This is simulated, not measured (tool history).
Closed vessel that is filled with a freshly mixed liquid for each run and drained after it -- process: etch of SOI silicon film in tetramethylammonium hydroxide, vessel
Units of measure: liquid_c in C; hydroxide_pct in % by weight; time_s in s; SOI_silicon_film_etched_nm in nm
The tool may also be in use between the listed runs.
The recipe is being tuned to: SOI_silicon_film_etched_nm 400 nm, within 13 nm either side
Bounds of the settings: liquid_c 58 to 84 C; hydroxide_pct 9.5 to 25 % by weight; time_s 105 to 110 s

run  hour  liquid_c  hydroxide_pct  time_s  SOI_silicon_film_etched_nm
  1     0        71           18.5     105                       632.6
  2   3.7      68.5           18.5     105                       542.4
  3  10.3        67           18.5     105                      491.91
  4  11.6        66           18.5     105                      465.32
  5    17      68.5           18.5     105                         547
  6  22.2        67           18.5     105                      493.82
  7  24.6        66           18.5     105                      468.96
  8  30.2        65           18.5     105                      438.66

Of the 5 settings listed for the next run, only one would bring every result within its allowed miss of target. Which one?
  A  35.8      67.5             19     105                           ?
  B  35.8        61             15     105                           ?
  C  35.8      62.5             19     105                           ?
  D  35.8      63.5           11.5     110                           ?
  E  35.8        63           16.5     105                           ?

move  SOI_silicon_film_etched_nm
   A                      505.64
   B                      372.08
   C                      373.73
   D                      514.45
   E                      407.52
A: moves away from the targets compared with the last run
B: the result that was furthest off in the last run now lies on the other side of its target
C: the result that was furthest off in the last run now lies on the other side of its target
D: moves away from the targets compared with the last run
E: every result within its allowed miss
The move that meets every target is E.
